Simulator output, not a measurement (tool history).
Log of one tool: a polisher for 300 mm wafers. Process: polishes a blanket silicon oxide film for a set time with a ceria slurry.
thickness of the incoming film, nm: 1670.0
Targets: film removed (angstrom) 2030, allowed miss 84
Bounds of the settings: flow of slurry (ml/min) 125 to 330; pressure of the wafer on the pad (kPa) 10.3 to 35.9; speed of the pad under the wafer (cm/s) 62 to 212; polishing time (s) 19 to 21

run	hour	flow of slurry (ml/min)	pressure of the wafer on the pad (kPa)	speed of the pad under the wafer (cm/s)	polishing time (s)	film removed (angstrom)
1	0	210	22.8	136	21	1480.5
2	8.1	210	22.8	166	21	1809.8
3	16.7	210	22.8	166	21	1832.4
4	24	210	23.4	166	21	1851
5	30.7	175	23.4	166	21	1809.3
6	33.5	180	24.1	166	21	1852.1
7	38.5	185	24.1	166	21	1865.7
8	46.9	190	24.1	166	21	1851.1
9	48.8	195	24.8	166	21	1886.7
10	56	195	24.8	166	21	1959.6

Which of these 5 next moves meets every target?
A	63.2	235	23.4	174	19	?
B	63.2	285	20.7	176	21	?
C	63.2	170	25.5	168	20	?
D	63.2	195	27.6	158	21	?
E	63.2	170	22.8	180	20	?

move	film removed (angstrom)
A	1754.8
B	1811.2
C	1823.9
D	1968.8
E	1776.3
A: further off than the last run
B: further off than the last run
C: further off than the last run
D: meets every target
E: further off than the last run
Move D is the one to make.
